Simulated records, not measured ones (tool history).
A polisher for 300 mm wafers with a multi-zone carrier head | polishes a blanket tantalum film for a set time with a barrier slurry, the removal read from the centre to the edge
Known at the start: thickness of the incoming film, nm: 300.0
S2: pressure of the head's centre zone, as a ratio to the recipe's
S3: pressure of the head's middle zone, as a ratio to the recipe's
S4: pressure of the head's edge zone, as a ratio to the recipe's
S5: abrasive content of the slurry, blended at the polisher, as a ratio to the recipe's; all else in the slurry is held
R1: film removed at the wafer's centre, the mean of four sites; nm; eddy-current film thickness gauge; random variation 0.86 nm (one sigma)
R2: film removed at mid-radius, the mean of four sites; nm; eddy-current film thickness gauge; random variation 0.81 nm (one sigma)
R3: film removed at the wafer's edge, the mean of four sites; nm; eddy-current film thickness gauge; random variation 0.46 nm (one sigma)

Run 1, hour 0: flow of slurry (ml/min) 150, S2 1, S3 1, S4 1, S5 1, polishing time (s) 53. Result: R1 76.861 nm, R2 79.038 nm, R3 79.666 nm.
Run 2, hour 6.1: flow of slurry (ml/min) 140, S2 0.99, S3 0.97, S4 0.99, S5 1, polishing time (s) 53. Result: R1 75.304 nm, R2 74.52 nm, R3 77.733 nm.
Run 3, hour 14.1: flow of slurry (ml/min) 165, S2 0.99, S3 0.97, S4 0.99, S5 1, polishing time (s) 53. Result: R1 79.652 nm, R2 77.486 nm, R3 80.039 nm.
Run 4, hour 19.4: flow of slurry (ml/min) 165, S2 1.07, S3 0.97, S4 0.99, S5 1, polishing time (s) 53. Result: R1 86.179 nm, R2 78.282 nm, R3 80.536 nm.
Run 5, hour 20.7: flow of slurry (ml/min) 165, S2 1.07, S3 0.97, S4 0.99, S5 1.15, polishing time (s) 53. Result: R1 87.382 nm, R2 81.182 nm, R3 83.202 nm.
Run 6, hour 25.3: flow of slurry (ml/min) 150, S2 1.03, S3 0.95, S4 0.98, S5 1.15, polishing time (s) 53. Result: R1 80.586 nm, R2 75.793 nm, R3 81.773 nm.
At hour 29.8: slurry nozzle cleaned.
Run 7, hour 29.8: flow of slurry (ml/min) 135, S2 1.01, S3 0.95, S4 0.97, S5 1.15, polishing time (s) 53. Result: R1 88.055 nm, R2 83.332 nm, R3 86.42 nm.
Run 8, hour 31.2: flow of slurry (ml/min) 175, S2 1.01, S3 0.99, S4 0.99, S5 1.05, polishing time (s) 53. Result: R1 89.181 nm, R2 87.987 nm, R3 88.01 nm.

Run 9 comes next. What will it give?
Run 9, hour 39.8: flow of slurry (ml/min) 155, S2 1, S3 0.98, S4 1, S5 1.05, polishing time (s) 53. Result: R1 ?, R2 ?, R3 ?.

{"run 9": {"R1": 87.287, "R2": 85.666, "R3": 86.137}}

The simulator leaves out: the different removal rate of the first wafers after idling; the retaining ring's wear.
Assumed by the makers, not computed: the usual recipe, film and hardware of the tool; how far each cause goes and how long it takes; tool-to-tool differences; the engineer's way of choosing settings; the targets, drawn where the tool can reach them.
